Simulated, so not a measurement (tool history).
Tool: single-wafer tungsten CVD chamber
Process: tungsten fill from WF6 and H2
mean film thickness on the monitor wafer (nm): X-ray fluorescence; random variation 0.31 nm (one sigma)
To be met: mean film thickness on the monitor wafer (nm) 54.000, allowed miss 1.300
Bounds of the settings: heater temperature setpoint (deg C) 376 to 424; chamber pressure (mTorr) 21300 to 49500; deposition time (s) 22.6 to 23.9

run,hour,heater temperature setpoint (deg C),chamber pressure (mTorr),deposition time (s),mean film thickness on the monitor wafer (nm)
1,0.0,400,35400,23.9,75.137
2,6.6,398,35300,23.9,72.382
3,10.2,396,35200,23.9,69.899
4,11.0,396,35200,23.9,70.048
5,12.5,400,35200,23.9,75.105
6,16.0,400,35200,22.6,69.688
7,17.5,398,35100,22.6,68.056
8,25.1,396,35000,22.6,66.190
9,32.9,395,34900,22.6,65.027
10,35.9,394,34800,22.6,62.750
11,41.6,393,34800,22.6,62.415
12,43.6,383,34300,22.6,51.976
13,51.2,383,34300,22.6,52.136

5 next moves are on the table. One of them brings every result within its allowed miss. Which?
A,58.8,379,34400,23.5,?
B,58.8,378,39800,22.6,?
C,58.8,378,35200,23.4,?
D,58.8,383,34100,22.6,?
E,58.8,385,34700,22.6,?

move,mean film thickness on the monitor wafer (nm)
A,50.983
B,52.490
C,50.574
D,52.308
E,54.737
A: further off than the last run
B: nearer than the last run, and not there yet
C: further off than the last run
D: nearer than the last run, and not there yet
E: meets every target
Answer: E
